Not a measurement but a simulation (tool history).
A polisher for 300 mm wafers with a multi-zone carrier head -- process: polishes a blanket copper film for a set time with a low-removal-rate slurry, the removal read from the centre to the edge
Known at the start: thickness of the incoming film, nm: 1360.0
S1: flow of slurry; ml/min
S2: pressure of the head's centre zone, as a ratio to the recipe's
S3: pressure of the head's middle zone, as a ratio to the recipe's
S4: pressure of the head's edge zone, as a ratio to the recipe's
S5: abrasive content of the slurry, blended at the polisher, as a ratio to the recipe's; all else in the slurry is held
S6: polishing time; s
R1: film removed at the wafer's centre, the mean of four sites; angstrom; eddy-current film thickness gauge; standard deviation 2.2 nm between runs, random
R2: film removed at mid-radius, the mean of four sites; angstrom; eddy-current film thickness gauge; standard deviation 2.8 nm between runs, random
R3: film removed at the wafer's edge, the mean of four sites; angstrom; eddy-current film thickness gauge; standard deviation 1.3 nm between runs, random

| run | day | S1 | S2 | S3 | S4 | S5 | S6 | R1 | R2 | R3 |
|---|---|---|---|---|---|---|---|---|---|---|
| 1 | 0.000 | 225 | 1.00 | 1.00 | 1.00 | 1.00 | 59 | 1730.6 | 1715.4 | 1728.4 |
| 2 | 0.067 | 225 | 1.00 | 1.00 | 1.00 | 1.00 | 50 | 1453.8 | 1493.1 | 1455.0 |
| 3 | 0.104 | 230 | 0.97 | 1.01 | 1.04 | 1.10 | 52 | 1492.5 | 1583.2 | 1581.8 |
| 4 | 0.338 | 230 | 0.97 | 1.01 | 1.04 | 1.00 | 52 | 1470.9 | 1548.5 | 1546.5 |
| 5 | 0.521 | 235 | 0.95 | 1.02 | 1.07 | 1.10 | 53 | 1497.6 | 1618.9 | 1638.0 |
| 6 | 0.717 | 235 | 0.95 | 1.02 | 1.02 | 1.10 | 53 | 1511.7 | 1643.9 | 1590.1 |

The next listed run, before its measurement:
| 7 | 0.908 | 275 | 0.88 | 1.07 | 1.12 | 1.35 | 56 | ? | ? | ? |

{"run 7": {"R1": 1561.6, "R2": 1867.2, "R3": 1819.5}}

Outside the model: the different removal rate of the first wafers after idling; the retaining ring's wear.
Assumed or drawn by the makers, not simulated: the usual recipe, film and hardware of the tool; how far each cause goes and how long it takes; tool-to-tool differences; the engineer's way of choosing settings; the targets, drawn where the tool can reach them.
